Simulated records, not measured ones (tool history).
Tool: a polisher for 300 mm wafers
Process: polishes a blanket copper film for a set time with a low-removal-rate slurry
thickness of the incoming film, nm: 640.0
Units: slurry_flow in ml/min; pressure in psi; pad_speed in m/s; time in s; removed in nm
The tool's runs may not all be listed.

run,day,slurry_flow,pressure,pad_speed,slurry_solids,time,removed
1,0.000,295,2.0,1.24,1.0,25,68.641
2,0.362,300,2.1,1.24,1.0,25,72.519
3,0.621,305,2.2,1.24,1.0,25,75.759
4,0.971,305,2.2,1.24,1.0,22,66.943
5,1.300,305,2.2,1.48,1.0,22,73.754
6,1.662,305,2.5,1.48,1.0,22,85.122
7,1.883,305,2.6,1.48,1.0,22,88.191

The next listed run, before its measurement:
8,2.121,305,2.7,1.48,1.0,22,?

{"run 8": {"removed": 90.694}}
